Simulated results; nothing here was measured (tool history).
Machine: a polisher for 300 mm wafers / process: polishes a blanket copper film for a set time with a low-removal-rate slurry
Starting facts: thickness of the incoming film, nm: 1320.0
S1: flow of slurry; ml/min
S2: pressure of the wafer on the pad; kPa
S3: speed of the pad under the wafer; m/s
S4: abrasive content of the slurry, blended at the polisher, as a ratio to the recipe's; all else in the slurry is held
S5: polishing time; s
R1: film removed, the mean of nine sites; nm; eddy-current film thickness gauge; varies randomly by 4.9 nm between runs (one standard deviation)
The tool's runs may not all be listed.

Run 1, hour 0.0: S1 190 ml/min, S2 21.4 kPa, S3 1.40 m/s, S4 1.0, S5 59 s. Result: R1 255.10 nm.
Run 2, hour 8.7: S1 190 ml/min, S2 21.4 kPa, S3 1.40 m/s, S4 0.9, S5 59 s. Result: R1 245.57 nm.
Run 3, hour 13.5: S1 190 ml/min, S2 22.1 kPa, S3 1.40 m/s, S4 0.9, S5 59 s. Result: R1 252.48 nm.
Run 4, hour 19.6: S1 190 ml/min, S2 22.8 kPa, S3 1.40 m/s, S4 0.9, S5 59 s. Result: R1 260.97 nm.
Run 5, hour 27.5: S1 190 ml/min, S2 22.8 kPa, S3 1.60 m/s, S4 0.9, S5 59 s. Result: R1 299.50 nm.
Run 6, hour 30.7: S1 190 ml/min, S2 20.0 kPa, S3 1.60 m/s, S4 0.9, S5 59 s. Result: R1 263.82 nm.
Run 7, hour 32.6: S1 190 ml/min, S2 20.7 kPa, S3 1.60 m/s, S4 0.9, S5 59 s. Result: R1 272.83 nm.
Run 8, hour 40.0: S1 190 ml/min, S2 21.4 kPa, S3 1.60 m/s, S4 0.9, S5 59 s. Result: R1 278.20 nm.
Run 9, hour 45.5: S1 190 ml/min, S2 22.1 kPa, S3 1.60 m/s, S4 0.9, S5 59 s. Result: R1 284.63 nm.
Run 10, hour 52.3: S1 190 ml/min, S2 22.8 kPa, S3 1.60 m/s, S4 0.9, S5 59 s. Result: R1 297.34 nm.

What will run 11 give?
Run 11, hour 57.3: S1 190 ml/min, S2 24.1 kPa, S3 1.60 m/s, S4 0.9, S5 59 s. Result: R1 ?.

R1: 305.48 nm

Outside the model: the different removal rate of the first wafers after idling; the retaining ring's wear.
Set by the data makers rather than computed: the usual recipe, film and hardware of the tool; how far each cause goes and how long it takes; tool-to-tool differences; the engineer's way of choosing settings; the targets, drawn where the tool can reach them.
